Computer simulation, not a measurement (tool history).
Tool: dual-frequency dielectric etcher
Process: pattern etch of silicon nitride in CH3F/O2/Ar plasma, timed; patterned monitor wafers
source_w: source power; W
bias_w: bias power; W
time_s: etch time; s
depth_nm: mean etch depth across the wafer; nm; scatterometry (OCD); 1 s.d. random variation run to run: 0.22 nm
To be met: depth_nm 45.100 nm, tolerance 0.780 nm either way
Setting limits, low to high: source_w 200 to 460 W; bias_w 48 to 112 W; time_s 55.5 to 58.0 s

| run | hour | source_w | bias_w | time_s | depth_nm |
|---|---|---|---|---|---|
| 1 | 0.0 | 330 | 80 | 55.5 | 37.744 |
| 2 | 1.0 | 330 | 80 | 55.5 | 37.726 |
| 3 | 7.0 | 330 | 80 | 58.0 | 39.878 |
| 4 | 8.0 | 340 | 81 | 58.0 | 40.463 |
| 5 | 13.8 | 350 | 82 | 58.0 | 40.964 |
| 6 | 16.3 | 310 | 82 | 58.0 | 38.448 |
| 7 | 17.5 | 320 | 82 | 58.0 | 39.052 |
| 8 | 24.9 | 330 | 82 | 58.0 | 39.556 |
| 9 | 27.3 | 340 | 83 | 58.0 | 40.931 |
| 10 | 35.0 | 350 | 83 | 58.0 | 41.054 |
| 11 | 39.6 | 360 | 83 | 58.0 | 42.687 |
| 12 | 41.0 | 380 | 83 | 58.0 | 43.522 |
| 13 | 45.0 | 390 | 83 | 58.0 | 43.966 |

4 candidate next runs follow, results not yet known. Just one meets every target within its allowed miss. Identify it.
| A | 49.0 | 420 | 91 | 57.0 | ? |
| B | 49.0 | 360 | 88 | 56.5 | ? |
| C | 49.0 | 420 | 101 | 55.5 | ? |
| D | 49.0 | 410 | 83 | 57.5 | ? |

| move | depth_nm |
|---|---|
| A | 46.990 |
| B | 42.235 |
| C | 47.659 |
| D | 45.156 |
A: carries the result that was furthest off beyond its target, to the other side
B: the biggest miss grows against the last run
C: carries the result that was furthest off beyond its target, to the other side
D: all results in spec
D is the move that brings every result within its allowed miss.
